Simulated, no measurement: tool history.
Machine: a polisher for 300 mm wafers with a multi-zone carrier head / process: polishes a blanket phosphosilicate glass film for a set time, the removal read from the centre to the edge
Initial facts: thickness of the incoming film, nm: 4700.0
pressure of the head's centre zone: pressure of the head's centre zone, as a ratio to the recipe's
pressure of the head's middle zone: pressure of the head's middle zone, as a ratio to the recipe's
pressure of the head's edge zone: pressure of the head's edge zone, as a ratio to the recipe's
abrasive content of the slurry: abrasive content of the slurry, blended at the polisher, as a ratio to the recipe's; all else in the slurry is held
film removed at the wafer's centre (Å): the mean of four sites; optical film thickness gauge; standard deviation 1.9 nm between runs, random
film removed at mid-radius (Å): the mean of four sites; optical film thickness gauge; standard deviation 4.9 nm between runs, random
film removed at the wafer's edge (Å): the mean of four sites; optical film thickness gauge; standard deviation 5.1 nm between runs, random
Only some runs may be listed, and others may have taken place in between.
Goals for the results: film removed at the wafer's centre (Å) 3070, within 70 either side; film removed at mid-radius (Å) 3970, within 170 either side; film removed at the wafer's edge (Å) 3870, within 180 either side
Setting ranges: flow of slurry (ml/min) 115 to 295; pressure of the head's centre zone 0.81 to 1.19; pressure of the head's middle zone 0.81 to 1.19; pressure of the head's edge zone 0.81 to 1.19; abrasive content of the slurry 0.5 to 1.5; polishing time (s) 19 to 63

run    day  flow of slurry (ml/min)  pressure of the head's centre zone  pressure of the head's middle zone  pressure of the head's edge zone  abrasive content of the slurry  polishing time (s)  film removed at the wafer's centre (Å)  film removed at mid-radius (Å)  film removed at the wafer's edge (Å)
  1      0                      190                                   1                                   1                                 1                               1                  41                                  3952.8                          3958.6                                4027.8
  2  0.362                      190                                   1                                   1                                 1                            0.85                  41                                  3688.7                          3710.2                                  3796
  3  0.675                      170                                   1                                   1                                 1                            0.85                  41                                  3536.1                          3592.9                                3687.3
  4  0.779                      160                                0.98                                1.03                              1.03                            0.85                  41                                  3412.6                          3771.8                                3763.8
  5      1                      150                                0.97                                1.04                              1.04                            0.85                  41                                  3298.1                          3644.2                                3678.9
  6  1.333                      145                                0.96                                1.06                              1.06                            0.85                  41                                  3251.7                          3728.9                                3696.4
  7  1.392                      140                                0.95                                1.07                              1.08                            0.85                  41                                  3154.1                          3730.3                                3745.6
  8   1.65                      140                                0.94                                1.08                              1.09                            0.85                  41                                  3155.1                          3641.7                                3728.5
  9  1.983                      120                                0.84                                1.17                              1.06                            1.05                  41                                  2836.5                          4057.2                                3843.9
 10  2.338                      130                                0.85                                1.16                              1.06                            1.05                  41                                  2968.6                          4097.3                                3957.4
 11  2.475                      135                                0.85                                1.15                              1.05                            1.05                  41                                  3086.3                          4166.8                                4018.9

5 next moves are on the table. One of them brings every result within its allowed miss. Which?
  A  2.612                      160                                0.86                                 1.1                              1.05                            1.15                  37                                       ?                               ?                                     ?
  B  2.612                      155                                0.81                                1.16                              1.07                            1.05                  41                                       ?                               ?                                     ?
  C  2.612                      190                                0.81                                1.17                              1.05                               1                  39                                       ?                               ?                                     ?
  D  2.612                      120                                0.81                                1.17                              1.04                             1.1                  44                                       ?                               ?                                     ?
  E  2.612                      115                                 0.9                                1.19                              0.95                            1.05                  43                                       ?                               ?                                     ?

move  film removed at the wafer's centre (Å)  film removed at mid-radius (Å)  film removed at the wafer's edge (Å)
   A                                    3049                          4050.9                                3854.4
   B                                  3038.7                          4488.3                                4131.8
   C                                  3013.4                          4449.4                                3962.5
   D                                  3003.1                          4529.3                                4202.5
   E                                  3141.8                          4332.3                                3817.4
A: all results in spec
B: moves away from the targets compared with the last run
C: moves away from the targets compared with the last run
D: moves away from the targets compared with the last run
E: moves away from the targets compared with the last run
So the answer is move A, the one that meets all the targets.

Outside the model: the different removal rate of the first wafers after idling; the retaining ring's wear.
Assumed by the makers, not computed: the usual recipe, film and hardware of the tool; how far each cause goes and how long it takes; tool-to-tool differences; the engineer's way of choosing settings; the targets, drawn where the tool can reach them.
